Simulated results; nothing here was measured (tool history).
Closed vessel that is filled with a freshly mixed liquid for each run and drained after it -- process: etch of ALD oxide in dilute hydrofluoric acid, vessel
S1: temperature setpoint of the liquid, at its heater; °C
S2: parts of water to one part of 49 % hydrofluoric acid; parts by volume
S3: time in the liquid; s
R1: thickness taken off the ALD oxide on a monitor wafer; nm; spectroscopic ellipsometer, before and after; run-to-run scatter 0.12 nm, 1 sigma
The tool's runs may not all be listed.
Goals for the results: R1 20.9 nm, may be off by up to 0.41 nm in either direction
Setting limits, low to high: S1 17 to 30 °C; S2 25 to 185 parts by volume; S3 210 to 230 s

| run | day | S1 | S2 | S3 | R1 |
|---|---|---|---|---|---|
| 1 | 0 | 22 | 105 | 210 | 24.482 |
| 2 | 0.121 | 21 | 105 | 210 | 23.61 |
| 3 | 0.492 | 21 | 105 | 230 | 25.663 |
| 4 | 0.8 | 20 | 105 | 230 | 24.815 |
| 5 | 0.95 | 18 | 105 | 230 | 22.824 |
| 6 | 1.208 | 18 | 80 | 230 | 31.001 |
| 7 | 1.438 | 18 | 85 | 230 | 28.624 |
| 8 | 1.762 | 18 | 90 | 230 | 27.082 |
| 9 | 1.942 | 18 | 95 | 230 | 25.218 |

Next run, 4 choices. One meets every target within its allowed miss, the rest don't. Which?
| A | 2.121 | 18 | 100 | 210 | ? |
| B | 2.121 | 18 | 80 | 210 | ? |
| C | 2.121 | 17.5 | 105 | 210 | ? |
| D | 2.121 | 17 | 100 | 210 | ? |

| move | R1 |
|---|---|
| A | 21.771 |
| B | 27.809 |
| C | 20.198 |
| D | 20.876 |
A: an improvement on the last run, though not all results are within tolerance
B: moves away from the targets compared with the last run
C: pushes the last run's worst result past its target
D: all results land within tolerance of their targets
The right move is D.
